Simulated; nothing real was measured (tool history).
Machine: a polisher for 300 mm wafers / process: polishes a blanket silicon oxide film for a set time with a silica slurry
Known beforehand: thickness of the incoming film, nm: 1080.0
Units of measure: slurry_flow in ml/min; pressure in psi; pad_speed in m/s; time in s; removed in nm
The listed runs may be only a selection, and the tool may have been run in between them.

run,day,slurry_flow,pressure,pad_speed,slurry_solids,time,removed
1,0,240,3.4,1.12,1,46,108.3
2,0.192,240,3.3,1.12,1,46,103.05
3,0.525,240,3.3,1.4,1,46,125.13
4,0.683,240,3.1,1.4,1,46,119.83
5,0.775,240,2.9,1.4,1,46,112.8
6,0.846,240,2.8,1.4,1,46,109.82
7,1.179,240,2.7,1.4,1,46,108.1

What will run 8 give?
8,1.371,240,2.6,1.4,1,46,?

Run 8 measured removed 104.75 nm.

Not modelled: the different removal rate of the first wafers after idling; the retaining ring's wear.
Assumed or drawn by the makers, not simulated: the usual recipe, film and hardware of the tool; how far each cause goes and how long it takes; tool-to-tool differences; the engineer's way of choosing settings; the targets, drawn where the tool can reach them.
